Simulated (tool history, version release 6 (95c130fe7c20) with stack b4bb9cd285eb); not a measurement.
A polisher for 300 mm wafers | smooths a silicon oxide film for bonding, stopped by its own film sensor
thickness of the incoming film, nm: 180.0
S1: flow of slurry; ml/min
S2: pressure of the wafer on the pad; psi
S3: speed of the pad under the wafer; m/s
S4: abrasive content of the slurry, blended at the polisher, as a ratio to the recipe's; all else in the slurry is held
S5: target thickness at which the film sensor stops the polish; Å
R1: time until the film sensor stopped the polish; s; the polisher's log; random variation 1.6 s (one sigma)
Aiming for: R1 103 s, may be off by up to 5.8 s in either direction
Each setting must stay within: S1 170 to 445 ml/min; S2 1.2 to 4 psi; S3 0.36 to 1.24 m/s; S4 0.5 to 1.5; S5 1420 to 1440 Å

run,hour,S1,S2,S3,S4,S5,R1
1,0,285,2.6,0.8,1,1440,51.154
2,8,285,2.4,0.78,1,1440,56.565
3,16.4,285,2.4,0.78,1.15,1440,54.549
4,21.7,285,2.2,0.76,1.15,1440,59.577
5,30.2,285,2.2,0.88,1.15,1440,52.764
6,36.6,285,2.2,0.88,1.05,1440,53.79
7,42,285,2.1,0.84,1.05,1440,60.686
8,50.5,285,2,0.82,1.05,1440,62.936
9,55.8,285,1.9,0.8,1.05,1440,66.285
10,62.7,285,1.8,0.78,1.05,1440,72.167
11,69.9,285,1.8,0.78,1.05,1440,74.454
12,73.6,285,1.7,0.78,1.05,1440,76.544
13,75,285,1.6,0.78,1.05,1440,82.714
14,76.8,285,1.6,0.78,1.05,1440,81.93
15,84.5,285,1.5,0.78,1.05,1440,88.659

Which single option among these 4 for the next run brings every result within its allowed miss of target? Just one does.
A,92.2,330,2.1,0.6,0.65,1440,?
B,92.2,245,1.9,0.7,0.8,1440,?
C,92.2,320,1.4,0.76,1.35,1420,?
D,92.2,290,1.4,0.72,1.05,1420,?

move,R1
A,91.38
B,85.268
C,91.579
D,104.96
A: gains on the last run, yet a result remains outside its allowed miss
B: moves away from the targets compared with the last run
C: gains on the last run, yet a result remains outside its allowed miss
D: each result inside its tolerance
Answer: D

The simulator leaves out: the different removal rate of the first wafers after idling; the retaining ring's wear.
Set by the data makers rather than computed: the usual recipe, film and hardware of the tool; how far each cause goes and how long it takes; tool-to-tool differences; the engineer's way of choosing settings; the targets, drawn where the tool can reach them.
